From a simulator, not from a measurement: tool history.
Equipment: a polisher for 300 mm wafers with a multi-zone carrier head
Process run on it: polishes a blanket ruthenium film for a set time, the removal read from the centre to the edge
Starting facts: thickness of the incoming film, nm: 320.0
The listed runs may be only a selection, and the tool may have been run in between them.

run,hour,flow of slurry (ml/min),pressure of the head's centre zone,pressure of the head's middle zone,pressure of the head's edge zone,polishing time (s),film removed at the wafer's centre (nm),film removed at mid-radius (nm),film removed at the wafer's edge (nm)
1,0,155,1,1,1,80,87.471,86.997,87.574
2,6.1,155,1.07,1,1,80,92.076,88.797,88.386
3,8.6,155,0.99,1,1,80,86.994,88.976,87.972
4,17.5,155,0.99,0.97,1,80,83.905,86.081,89.524
5,21.5,150,1,0.97,0.98,79,84.71,87.211,84.068
6,23.2,150,0.95,0.97,0.98,79,81.672,86.636,85.71

Estimate the outcome of run 7 from the log above:
7,27.2,145,0.97,0.95,0.98,78,?,?,?

Run 7 produced film removed at the wafer's centre (nm) 81.135, film removed at mid-radius (nm) 81.189, film removed at the wafer's edge (nm) 84.227.
